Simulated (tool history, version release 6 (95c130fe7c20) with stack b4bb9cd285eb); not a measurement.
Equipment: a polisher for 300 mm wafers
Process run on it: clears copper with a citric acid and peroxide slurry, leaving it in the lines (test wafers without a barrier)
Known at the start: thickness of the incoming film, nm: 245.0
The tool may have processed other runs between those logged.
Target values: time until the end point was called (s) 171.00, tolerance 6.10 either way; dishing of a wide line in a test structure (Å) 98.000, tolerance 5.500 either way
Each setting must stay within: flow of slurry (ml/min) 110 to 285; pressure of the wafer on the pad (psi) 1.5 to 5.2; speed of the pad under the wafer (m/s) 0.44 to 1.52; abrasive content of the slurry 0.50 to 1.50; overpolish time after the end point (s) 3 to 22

run  hour  flow of slurry (ml/min)  pressure of the wafer on the pad (psi)  speed of the pad under the wafer (m/s)  abrasive content of the slurry  overpolish time after the end point (s)  time until the end point was called (s)  dishing of a wide line in a test structure (Å)
  1   0.0                      180                                     3.3                                    0.98                            1.00                                       11                                   131.89                                         173.000
  2   1.5                      185                                     3.0                                    0.98                            1.00                                       10                                   141.59                                         146.240
  3  10.4                      185                                     2.8                                    0.98                            1.00                                        9                                   154.04                                         124.670
  4  18.1                      185                                     2.8                                    0.98                            1.00                                       12                                   149.18                                         163.000
  5  25.6                      185                                     2.8                                    0.98                            1.00                                        9                                   150.86                                         122.470
  6  30.5                      185                                     2.8                                    0.98                            1.00                                        7                                   151.54                                          96.879
  7  39.2                      175                                     2.7                                    0.98                            1.00                                        7                                   155.96                                          94.963
  8  43.1                      175                                     2.6                                    0.98                            1.00                                        7                                   161.58                                          90.314

Consider the 5 candidate settings below. Which is the only one whose results all fall within their allowed miss of target?
  A  47.0                      165                                     2.7                                    0.90                            0.95                                        7                                        ?                                               ?
  B  47.0                      180                                     2.4                                    0.96                            1.15                                        7                                        ?                                               ?
  C  47.0                      150                                     3.0                                    0.86                            0.90                                        8                                        ?                                               ?
  D  47.0                      170                                     2.4                                    1.00                            0.85                                        7                                        ?                                               ?
  E  47.0                      130                                     4.4                                    0.70                            1.05                                        7                                        ?                                               ?

move  time until the end point was called (s)  dishing of a wide line in a test structure (Å)
   A                                   174.79                                          83.631
   B                                   171.97                                          84.896
   C                                   171.96                                          96.896
   D                                   174.80                                          83.551
   E                                   153.30                                          95.417
A: the worst result of the last run now meets its target, but another is out of spec
B: the worst result of the last run now meets its target, but another is out of spec
C: all results land within tolerance of their targets
D: the worst result of the last run now meets its target, but another is out of spec
E: misses by more than the last run did
C is the move that brings every result within its allowed miss.

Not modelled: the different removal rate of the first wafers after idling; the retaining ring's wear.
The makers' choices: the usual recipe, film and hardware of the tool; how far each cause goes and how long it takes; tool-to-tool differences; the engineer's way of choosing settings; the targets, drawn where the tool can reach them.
